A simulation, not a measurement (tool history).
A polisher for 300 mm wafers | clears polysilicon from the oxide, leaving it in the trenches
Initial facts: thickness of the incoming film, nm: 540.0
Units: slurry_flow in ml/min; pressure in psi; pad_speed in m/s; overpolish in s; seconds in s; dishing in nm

run 1 hour=0 | slurry_flow=190 pressure=3.1 pad_speed=0.76 overpolish=18 | seconds=53.596 dishing=63.311
run 2 hour=5.9 | slurry_flow=190 pressure=3.1 pad_speed=0.9 overpolish=18 | seconds=45.077 dishing=61.242
run 3 hour=11.4 | slurry_flow=190 pressure=3.1 pad_speed=0.9 overpolish=22 | seconds=46.167 dishing=62.257
run 4 hour=14.5 | slurry_flow=190 pressure=2.9 pad_speed=0.88 overpolish=24 | seconds=51.057 dishing=63.877
run 5 hour=15.3 | slurry_flow=190 pressure=2.7 pad_speed=0.88 overpolish=25 | seconds=55.124 dishing=67.458
run 6 hour=23.8 | slurry_flow=190 pressure=2.7 pad_speed=0.88 overpolish=29 | seconds=53.745 dishing=66.747
run 7 hour=25.3 | slurry_flow=190 pressure=2.5 pad_speed=0.88 overpolish=28 | seconds=57.369 dishing=66.791

Run 8 comes next. What will it give?
run 8 hour=33.8 | slurry_flow=190 pressure=2.4 pad_speed=0.88 overpolish=27 | seconds=? dishing=?

{"run 8": {"seconds": 60.267, "dishing": 67.278}}

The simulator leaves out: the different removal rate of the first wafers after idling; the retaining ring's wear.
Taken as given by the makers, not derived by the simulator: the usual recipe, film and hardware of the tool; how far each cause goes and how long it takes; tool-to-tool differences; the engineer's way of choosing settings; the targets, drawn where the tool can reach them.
